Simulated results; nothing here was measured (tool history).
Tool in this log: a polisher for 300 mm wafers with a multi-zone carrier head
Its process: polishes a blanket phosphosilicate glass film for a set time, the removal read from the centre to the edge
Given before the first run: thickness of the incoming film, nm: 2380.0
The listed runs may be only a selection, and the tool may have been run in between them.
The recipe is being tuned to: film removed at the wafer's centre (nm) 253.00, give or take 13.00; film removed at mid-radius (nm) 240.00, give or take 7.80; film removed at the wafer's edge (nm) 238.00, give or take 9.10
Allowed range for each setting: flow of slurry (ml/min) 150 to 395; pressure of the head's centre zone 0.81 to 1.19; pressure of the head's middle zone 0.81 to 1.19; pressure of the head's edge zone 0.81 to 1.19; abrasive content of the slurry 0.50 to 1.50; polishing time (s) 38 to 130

run,hour,flow of slurry (ml/min),pressure of the head's centre zone,pressure of the head's middle zone,pressure of the head's edge zone,abrasive content of the slurry,polishing time (s),film removed at the wafer's centre (nm),film removed at mid-radius (nm),film removed at the wafer's edge (nm)
1,0.0,250,1.00,1.00,1.00,1.00,84,484.74,470.44,477.53
2,8.6,250,1.05,1.00,1.00,1.00,84,500.40,477.95,480.30
3,12.2,250,1.10,1.00,1.00,1.00,84,531.36,479.99,478.20
4,19.7,250,1.10,1.00,0.96,1.00,84,523.44,478.47,461.03
5,25.8,305,1.10,1.00,0.96,1.00,84,539.65,490.69,475.46
6,29.4,305,1.10,1.00,0.96,0.95,84,539.28,476.13,459.23
7,34.6,285,1.04,0.98,0.93,0.85,76,422.74,402.71,391.67
8,38.4,280,1.04,0.96,0.91,0.75,70,359.78,335.61,329.92
9,42.7,270,1.03,0.94,0.89,0.70,68,329.63,310.60,303.91
10,44.9,255,1.02,0.92,0.87,0.65,68,318.74,290.93,285.18
11,47.8,240,0.99,0.90,0.85,0.60,68,283.27,270.63,265.65
12,52.6,225,0.98,0.89,0.84,0.60,68,280.12,267.46,264.09
13,58.9,225,0.98,0.89,0.84,0.60,68,274.31,258.28,267.59
14,67.2,220,1.00,0.93,0.81,0.50,63,233.43,218.50,211.10

Which one of the following 5 next-run settings gets every result inside its allowed miss? There is exactly one.
A,75.5,205,0.98,0.89,0.82,0.60,63,?,?,?
B,75.5,185,1.13,0.81,0.89,0.50,64,?,?,?
C,75.5,255,1.03,0.95,0.83,0.50,56,?,?,?
D,75.5,280,0.84,1.04,0.81,0.55,62,?,?,?
E,75.5,175,0.86,0.81,1.04,0.65,54,?,?,?

move,film removed at the wafer's centre (nm),film removed at mid-radius (nm),film removed at the wafer's edge (nm)
A,247.44,237.16,237.76
B,249.12,196.77,217.42
C,210.22,198.58,190.97
D,206.58,252.18,225.93
E,190.25,197.32,235.12
A: each result inside its tolerance
B: lands further from the targets than the last run did
C: lands further from the targets than the last run did
D: lands further from the targets than the last run did
E: puts the biggest miss on target and leaves a different result outside tolerance
The right move is A.
